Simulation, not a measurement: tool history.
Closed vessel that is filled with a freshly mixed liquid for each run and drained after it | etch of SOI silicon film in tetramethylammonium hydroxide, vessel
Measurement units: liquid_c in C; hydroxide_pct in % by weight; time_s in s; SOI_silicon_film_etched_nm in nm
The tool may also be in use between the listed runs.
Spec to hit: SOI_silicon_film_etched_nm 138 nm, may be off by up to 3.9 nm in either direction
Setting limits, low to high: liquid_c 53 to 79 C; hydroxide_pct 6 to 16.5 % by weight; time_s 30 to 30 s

run	hour	liquid_c	hydroxide_pct	time_s	SOI_silicon_film_etched_nm
1	0	66	11	30	159.56
2	3.6	68.5	11	30	184.63
3	11.2	68.5	9	30	200.96
4	17.9	70.5	9	30	222.61
5	22.6	70.5	9	30	221.95
6	27.2	69.5	9	30	209.72
7	28.1	69	9	30	205.68
8	30.2	68.5	9	30	200.9
9	35	68	9	30	191.74
10	41.6	67.5	9	30	185.78
11	46.4	67	9	30	183.83
12	48.1	66.5	9	30	178.59
13	56.9	66	9	30	173.2
14	61.5	61.5	9	30	131
15	65.6	61.5	9	30	129.78

4 candidate next runs follow, results not yet known. Just one meets every target within its allowed miss. Identify it.
A	69.7	62	8.5	30	?
B	69.7	59.5	6	30	?
C	69.7	61.5	9.5	30	?
D	69.7	60	8	30	?

move	SOI_silicon_film_etched_nm
A	137.88
B	129.75
C	128.4
D	124.24
A: all results land within tolerance of their targets
B: no nearer and no further than the last run
C: moves away from the targets compared with the last run
D: moves away from the targets compared with the last run
Correct choice: A, which meets every target
